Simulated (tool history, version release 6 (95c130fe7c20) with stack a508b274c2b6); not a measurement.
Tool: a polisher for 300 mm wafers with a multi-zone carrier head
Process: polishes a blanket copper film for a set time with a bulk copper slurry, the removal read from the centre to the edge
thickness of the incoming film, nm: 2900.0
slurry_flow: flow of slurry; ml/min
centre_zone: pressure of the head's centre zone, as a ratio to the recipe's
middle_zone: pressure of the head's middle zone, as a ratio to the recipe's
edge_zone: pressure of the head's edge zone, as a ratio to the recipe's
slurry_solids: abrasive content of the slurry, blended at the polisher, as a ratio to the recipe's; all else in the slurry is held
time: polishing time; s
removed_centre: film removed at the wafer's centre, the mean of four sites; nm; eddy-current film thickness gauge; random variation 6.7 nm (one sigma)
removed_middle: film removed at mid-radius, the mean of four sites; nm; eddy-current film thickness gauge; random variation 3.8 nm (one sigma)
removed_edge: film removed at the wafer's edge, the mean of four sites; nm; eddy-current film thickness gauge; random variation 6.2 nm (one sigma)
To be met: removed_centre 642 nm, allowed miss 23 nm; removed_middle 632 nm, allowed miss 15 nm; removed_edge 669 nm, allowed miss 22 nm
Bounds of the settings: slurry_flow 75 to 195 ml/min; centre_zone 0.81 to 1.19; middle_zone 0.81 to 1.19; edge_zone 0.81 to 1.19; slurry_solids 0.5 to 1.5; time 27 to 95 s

Run 1, hour 0: slurry_flow 125 ml/min, centre_zone 1, middle_zone 1, edge_zone 1, slurry_solids 1, time 61 s. Result: removed_centre 564.31 nm, removed_middle 557.87 nm, removed_edge 553 nm.
Run 2, hour 8: slurry_flow 135 ml/min, centre_zone 1, middle_zone 1, edge_zone 1.03, slurry_solids 1, time 61 s. Result: removed_centre 570.63 nm, removed_middle 574.07 nm, removed_edge 571.89 nm.
Run 3, hour 12.8: slurry_flow 135 ml/min, centre_zone 1, middle_zone 0.94, edge_zone 1.03, slurry_solids 1, time 61 s. Result: removed_centre 572.13 nm, removed_middle 539.35 nm, removed_edge 572.89 nm.
Run 4, hour 19.6: slurry_flow 135 ml/min, centre_zone 1, middle_zone 0.86, edge_zone 1.03, slurry_solids 1, time 61 s. Result: removed_centre 572.33 nm, removed_middle 499.82 nm, removed_edge 572.85 nm.
Run 5, hour 23.9: slurry_flow 110 ml/min, centre_zone 1, middle_zone 0.86, edge_zone 1.03, slurry_solids 1, time 61 s. Result: removed_centre 540.61 nm, removed_middle 476.2 nm, removed_edge 554.02 nm.
Run 6, hour 29: slurry_flow 110 ml/min, centre_zone 1, middle_zone 0.86, edge_zone 1.03, slurry_solids 0.85, time 61 s. Result: removed_centre 516.21 nm, removed_middle 466.6 nm, removed_edge 538.36 nm.
Run 7, hour 36.8: slurry_flow 120 ml/min, centre_zone 1, middle_zone 0.88, edge_zone 1.05, slurry_solids 0.9, time 61 s. Result: removed_centre 544.78 nm, removed_middle 480.43 nm, removed_edge 554.12 nm.
Run 8, hour 41.4: slurry_flow 130 ml/min, centre_zone 0.99, middle_zone 0.9, edge_zone 1.07, slurry_solids 0.95, time 61 s. Result: removed_centre 557.25 nm, removed_middle 516.76 nm, removed_edge 570.77 nm.
Run 9, hour 44: slurry_flow 135 ml/min, centre_zone 0.98, middle_zone 0.9, edge_zone 1.09, slurry_solids 1, time 61 s. Result: removed_centre 569.96 nm, removed_middle 523.1 nm, removed_edge 588.71 nm.
Run 10, hour 49.8: slurry_flow 140 ml/min, centre_zone 0.97, middle_zone 0.91, edge_zone 1.1, slurry_solids 1, time 61 s. Result: removed_centre 562.3 nm, removed_middle 528.21 nm, removed_edge 576.31 nm.
Run 11, hour 50.4: slurry_flow 140 ml/min, centre_zone 0.97, middle_zone 0.92, edge_zone 1.11, slurry_solids 1.1, time 62 s. Result: removed_centre 586.05 nm, removed_middle 559.48 nm, removed_edge 613.35 nm.
Run 12, hour 57.1: slurry_flow 145 ml/min, centre_zone 0.97, middle_zone 0.92, edge_zone 1.12, slurry_solids 1.1, time 62 s. Result: removed_centre 583.13 nm, removed_middle 555.41 nm, removed_edge 622.59 nm.
Run 13, hour 58.2: slurry_flow 150 ml/min, centre_zone 0.97, middle_zone 0.93, edge_zone 1.12, slurry_solids 1.1, time 62 s. Result: removed_centre 583.53 nm, removed_middle 560.99 nm, removed_edge 628.11 nm.
Run 14, hour 64.8: slurry_flow 155 ml/min, centre_zone 0.98, middle_zone 0.94, edge_zone 1.12, slurry_solids 1.1, time 62 s. Result: removed_centre 595.09 nm, removed_middle 582.07 nm, removed_edge 621.87 nm.
Run 15, hour 68.7: slurry_flow 160 ml/min, centre_zone 0.98, middle_zone 0.94, edge_zone 1.13, slurry_solids 1.1, time 62 s. Result: removed_centre 603.8 nm, removed_middle 583.91 nm, removed_edge 628.91 nm.
Run 16, hour 70.7: slurry_flow 165 ml/min, centre_zone 0.98, middle_zone 0.94, edge_zone 1.14, slurry_solids 1.1, time 62 s. Result: removed_centre 604.97 nm, removed_middle 577.29 nm, removed_edge 625.44 nm.
Run 17, hour 77: slurry_flow 165 ml/min, centre_zone 0.98, middle_zone 0.95, edge_zone 1.14, slurry_solids 1.15, time 62 s. Result: removed_centre 616.17 nm, removed_middle 588.12 nm, removed_edge 645.08 nm.
Run 18, hour 80.3: slurry_flow 170 ml/min, centre_zone 0.98, middle_zone 0.96, edge_zone 1.14, slurry_solids 1.15, time 62 s. Result: removed_centre 610.98 nm, removed_middle 603.19 nm, removed_edge 644.04 nm.
Run 19, hour 88.7: slurry_flow 180 ml/min, centre_zone 0.99, middle_zone 0.97, edge_zone 1.15, slurry_solids 1.2, time 62 s. Result: removed_centre 630.69 nm, removed_middle 620.07 nm, removed_edge 650.25 nm.

5 next moves are on the table. One of them brings every result within its allowed miss. Which?
Run A, hour 97.1: slurry_flow 150 ml/min, centre_zone 0.96, middle_zone 0.86, edge_zone 1.19, slurry_solids 1, time 70 s. Result: removed_centre ?, removed_middle ?, removed_edge ?.
Run B, hour 97.1: slurry_flow 195 ml/min, centre_zone 0.98, middle_zone 0.98, edge_zone 1.19, slurry_solids 1.4, time 61 s. Result: removed_centre ?, removed_middle ?, removed_edge ?.
Run C, hour 97.1: slurry_flow 195 ml/min, centre_zone 0.96, middle_zone 1.07, edge_zone 1.1, slurry_solids 1.1, time 61 s. Result: removed_centre ?, removed_middle ?, removed_edge ?.
Run D, hour 97.1: slurry_flow 155 ml/min, centre_zone 0.96, middle_zone 1.01, edge_zone 1.1, slurry_solids 1, time 64 s. Result: removed_centre ?, removed_middle ?, removed_edge ?.
Run E, hour 97.1: slurry_flow 190 ml/min, centre_zone 1, middle_zone 1.04, edge_zone 1.15, slurry_solids 1.3, time 59 s. Result: removed_centre ?, removed_middle ?, removed_edge ?.

move  removed_centre  removed_middle  removed_edge
   A          650.68          588.09        695.43
   B          650.08          637.23         666.6
   C          608.55          655.85        616.67
   D          599.93          618.97        618.21
   E          629.99          636.28        624.64
A: takes the result that was furthest off past its target
B: meets every target
C: further off than the last run
D: further off than the last run
E: further off than the last run
Move B is the one to make.
